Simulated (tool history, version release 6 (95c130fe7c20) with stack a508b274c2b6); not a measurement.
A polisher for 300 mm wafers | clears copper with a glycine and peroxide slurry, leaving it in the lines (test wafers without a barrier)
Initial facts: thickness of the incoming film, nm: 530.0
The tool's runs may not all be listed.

| run | hour | flow of slurry (ml/min) | pressure of the wafer on the pad (psi) | speed of the pad under the wafer (cm/s) | overpolish time after the end point (s) | time until the end point was called (s) | dishing of a wide line in a test structure (Å) |
|---|---|---|---|---|---|---|---|
| 1 | 0 | 180 | 2.6 | 126 | 21 | 82.265 | 724.09 |
| 2 | 3.7 | 180 | 2.1 | 126 | 21 | 98.194 | 636.34 |
| 3 | 7.2 | 180 | 2.1 | 126 | 29 | 97.868 | 791.25 |
| 4 | 10.6 | 170 | 2 | 136 | 25 | 96.664 | 726.47 |
| 5 | 15.7 | 190 | 2 | 136 | 25 | 94.714 | 725.64 |
| 6 | 16.8 | 190 | 1.4 | 136 | 25 | 124.22 | 588.85 |
| 7 | 24.1 | 225 | 1.2 | 172 | 15 | 119.04 | 398.06 |
| 8 | 26.3 | 235 | 1.3 | 176 | 14 | 108.62 | 403.82 |
| 9 | 32.7 | 245 | 1.4 | 180 | 13 | 99.537 | 407.85 |
| 10 | 38.1 | 285 | 1.4 | 196 | 6 | 93.307 | 222.65 |

Forecast run 11:
| 11 | 42.2 | 280 | 1.5 | 196 | 6 | ? | ? |

{"run 11": {"time until the end point was called (s)": 87.953, "dishing of a wide line in a test structure (Å)": 233.6}}
